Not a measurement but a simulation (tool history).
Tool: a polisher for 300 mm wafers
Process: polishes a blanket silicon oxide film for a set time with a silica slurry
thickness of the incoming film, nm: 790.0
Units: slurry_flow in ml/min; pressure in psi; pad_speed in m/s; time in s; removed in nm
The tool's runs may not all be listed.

| run | hour | slurry_flow | pressure | pad_speed | slurry_solids | time | removed |
|---|---|---|---|---|---|---|---|
| 1 | 0 | 240 | 4.5 | 1.54 | 1 | 73 | 365.96 |
| 2 | 5.4 | 235 | 4.1 | 1.54 | 1 | 73 | 338.28 |
| 3 | 14.3 | 235 | 3.8 | 1.54 | 1 | 73 | 320.45 |
| 4 | 20.1 | 235 | 4.8 | 1.54 | 1 | 73 | 379.53 |
| 5 | 23.3 | 235 | 4.8 | 1.54 | 1.2 | 73 | 402.74 |
| 6 | 30.9 | 235 | 4.8 | 1.78 | 1.2 | 73 | 440.36 |
| 7 | 33.8 | 230 | 4.2 | 1.74 | 1.2 | 73 | 390.13 |
| 8 | 41.8 | 225 | 3.8 | 1.7 | 1.2 | 73 | 357.75 |
| 9 | 43.3 | 220 | 3.4 | 1.66 | 1.2 | 73 | 324.25 |
| 10 | 44.3 | 215 | 3.1 | 1.64 | 1.2 | 73 | 301.43 |
| 11 | 52.6 | 210 | 2.9 | 1.64 | 1.2 | 73 | 283.52 |

Forecast run 12:
| 12 | 60.2 | 210 | 2.9 | 1.64 | 1.2 | 73 | ? |

Run 12 gave removed 287.72 nm.
